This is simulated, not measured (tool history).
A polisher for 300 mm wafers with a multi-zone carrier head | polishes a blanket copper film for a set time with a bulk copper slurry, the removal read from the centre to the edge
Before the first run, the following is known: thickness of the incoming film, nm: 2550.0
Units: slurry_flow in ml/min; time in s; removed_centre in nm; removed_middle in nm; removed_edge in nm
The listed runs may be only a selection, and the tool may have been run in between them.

run,hour,slurry_flow,centre_zone,middle_zone,edge_zone,slurry_solids,time,removed_centre,removed_middle,removed_edge
1,0,185,1,1,1,1,33,256.48,255.23,273.92
2,7.3,210,1,1,1,1,33,261.39,261.06,280.34
3,8.5,210,0.94,1,1,1,33,251.51,259.22,279.02
4,16,210,0.94,1,1,1.1,33,253.03,265.14,281.07
5,21.8,205,0.96,1.01,0.98,1.05,32,240.22,253.79,268.42
6,27.1,180,0.96,1.01,0.98,1.05,32,237.58,247.67,264.89
# hour 35.1: slurry nozzle cleaned
7,35.1,165,1.06,1.04,0.88,0.8,29,235.14,233.04,220.57

Expected results for the next run?
8,42.8,135,1.06,0.96,0.81,0.55,28,?,?,?

{"run 8": {"removed_centre": 201.48, "removed_middle": 181.09, "removed_edge": 184.86}}
